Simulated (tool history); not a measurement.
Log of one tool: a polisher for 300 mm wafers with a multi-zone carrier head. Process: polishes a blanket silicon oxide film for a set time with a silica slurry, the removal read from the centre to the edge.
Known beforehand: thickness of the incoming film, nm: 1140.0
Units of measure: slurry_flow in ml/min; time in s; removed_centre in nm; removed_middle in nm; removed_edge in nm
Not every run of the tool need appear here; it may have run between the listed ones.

| run | hour | slurry_flow | centre_zone | middle_zone | edge_zone | slurry_solids | time | removed_centre | removed_middle | removed_edge |
|---|---|---|---|---|---|---|---|---|---|---|
| 1 | 0 | 290 | 1 | 1 | 1 | 1 | 46 | 152.59 | 153.6 | 153.59 |
| 2 | 5.2 | 290 | 1 | 1 | 1 | 1 | 39 | 127.03 | 128.66 | 128.19 |
| 3 | 11.1 | 290 | 1 | 1 | 1 | 1 | 29 | 94.659 | 92.317 | 94.567 |
| 4 | 17.3 | 290 | 1 | 1 | 1 | 1 | 21 | 68.337 | 69.576 | 69.335 |
| 5 | 20.7 | 290 | 1 | 1 | 1 | 1 | 21 | 68.257 | 67.994 | 67.876 |
| 6 | 25.4 | 245 | 1 | 1 | 1 | 1 | 21 | 68.477 | 66.824 | 67.826 |
| 7 | 32.4 | 270 | 1.01 | 1.1 | 1.08 | 1.25 | 34 | 118.47 | 128.15 | 121.65 |
| 8 | 40.1 | 260 | 1 | 1.1 | 1.06 | 1.25 | 34 | 117.89 | 125.03 | 121.88 |
| 9 | 44.7 | 260 | 1 | 1.11 | 1.05 | 1.2 | 34 | 115.95 | 125.19 | 120.75 |
| 10 | 45.4 | 275 | 1.01 | 1.12 | 1.05 | 1.15 | 34 | 114.73 | 127.39 | 116.66 |
| 11 | 50 | 270 | 1.01 | 1.12 | 1.05 | 1.15 | 34 | 118.93 | 124.98 | 115.54 |
| 12 | 57.5 | 270 | 1 | 1.12 | 1.05 | 1.15 | 34 | 114 | 125.59 | 120.46 |

What will run 13 give?
| 13 | 62.4 | 270 | 1 | 1.12 | 1.05 | 1.15 | 34 | ? | ? | ? |

{"run 13": {"removed_centre": 114.33, "removed_middle": 127.29, "removed_edge": 117.94}}
